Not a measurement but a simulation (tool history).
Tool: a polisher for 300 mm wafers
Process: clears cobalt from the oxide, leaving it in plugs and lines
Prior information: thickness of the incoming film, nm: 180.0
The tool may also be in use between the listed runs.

run  hour  flow of slurry (ml/min)  pressure of the wafer on the pad (psi)  speed of the pad under the wafer (m/s)  overpolish time after the end point (s)  time until the end point was called (s)  dishing of a wide line in a test structure (nm)
  1   0.0                      160                                     2.1                                    0.80                                       23                                   45.864                                           51.911
  2   3.4                      160                                     1.9                                    0.80                                       24                                   49.615                                           50.422
  3   8.9                      160                                     1.9                                    0.94                                       24                                   45.709                                           54.266
  4  14.5                      155                                     1.7                                    0.92                                       25                                   49.442                                           52.920
  5  18.7                      155                                     1.6                                    0.88                                       26                                   55.543                                           49.347
  6  20.1                      155                                     1.5                                    0.88                                       27                                   58.947                                           50.393

Predict the results of run 7:
  7  23.4                      155                                     1.4                                    0.88                                       27                                        ?                                                ?

{"run 7": {"time until the end point was called (s)": 63.479, "dishing of a wide line in a test structure (nm)": 48.115}}
